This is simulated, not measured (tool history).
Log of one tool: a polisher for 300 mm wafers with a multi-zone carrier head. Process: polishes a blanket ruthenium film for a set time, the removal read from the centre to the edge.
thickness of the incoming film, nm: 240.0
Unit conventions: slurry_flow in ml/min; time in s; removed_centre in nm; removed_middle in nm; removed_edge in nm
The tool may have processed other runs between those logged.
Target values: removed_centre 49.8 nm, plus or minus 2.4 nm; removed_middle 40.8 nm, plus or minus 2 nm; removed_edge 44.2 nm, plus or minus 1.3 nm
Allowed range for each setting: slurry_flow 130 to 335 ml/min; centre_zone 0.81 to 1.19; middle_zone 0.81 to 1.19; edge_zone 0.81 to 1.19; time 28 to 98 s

run  hour  slurry_flow  centre_zone  middle_zone  edge_zone  time  removed_centre  removed_middle  removed_edge
  1     0          215            1            1          1    63          66.831          67.563        68.915
  2     3          215            1            1       0.92    63           66.56          65.769        65.485
  3   7.4          210         1.01         0.97        0.9    57          59.065          60.106        59.087
  4  14.1          210         1.01         1.04        0.9    57          59.964          63.932        58.919
  5  15.3          210         0.94         1.04        0.9    57          59.813          63.164        59.096
  6  17.6          245            1         0.98       0.88    52          57.246          55.352         53.81
  7  22.3          260            1         0.94       0.87    49          54.078            51.3        50.571
  8  28.8          275         1.02          0.9       0.87    47          52.055          49.069        49.095
  9  35.8          290         1.06         0.88       0.89    44          51.134          44.539        46.187

Below are 5 possible settings for the next run. Only one of them brings all results inside the allowed miss of their targets. Which is it?
  A  42.8          255         0.94         0.83       0.86    43               ?               ?             ?
  B  42.8          330         1.04         0.83       0.96    38               ?               ?             ?
  C  42.8          330         1.19         0.91       0.86    39               ?               ?             ?
  D  42.8          310         1.03         0.91       0.81    44               ?               ?             ?
  E  42.8          290         1.15         0.85       0.91    41               ?               ?             ?

move  removed_centre  removed_middle  removed_edge
   A          45.297          41.408        44.471
   B          43.834           37.58        42.205
   C          48.994          41.596         41.13
   D          50.158          46.681        44.988
   E          49.672          40.817        43.976
A: corrects the largest miss of the last run, while another result sits out of spec
B: pushes the last run's worst result past its target
C: corrects the largest miss of the last run, while another result sits out of spec
D: further off than the last run
E: every result within its allowed miss
Go with E: it meets all targets.
